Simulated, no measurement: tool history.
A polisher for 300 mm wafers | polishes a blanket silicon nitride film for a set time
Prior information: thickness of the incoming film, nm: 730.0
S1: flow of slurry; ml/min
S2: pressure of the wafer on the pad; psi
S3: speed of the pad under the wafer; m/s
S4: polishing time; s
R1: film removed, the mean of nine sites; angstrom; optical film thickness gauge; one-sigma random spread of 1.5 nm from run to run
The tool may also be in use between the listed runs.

run,hour,S1,S2,S3,S4,R1
1,0.0,300,4.7,1.10,73,1527.1
2,4.7,370,4.7,1.10,73,1548.4
3,12.5,370,4.7,1.10,77,1638.9
4,19.5,370,4.2,1.08,77,1507.7
5,27.9,370,3.8,1.06,77,1422.0
6,32.7,370,3.8,1.06,77,1368.8
7,35.0,370,3.6,1.06,77,1342.1

Expected results for the next run?
8,36.4,370,3.4,1.06,77,?

{"run 8": {"R1": 1306.4}}

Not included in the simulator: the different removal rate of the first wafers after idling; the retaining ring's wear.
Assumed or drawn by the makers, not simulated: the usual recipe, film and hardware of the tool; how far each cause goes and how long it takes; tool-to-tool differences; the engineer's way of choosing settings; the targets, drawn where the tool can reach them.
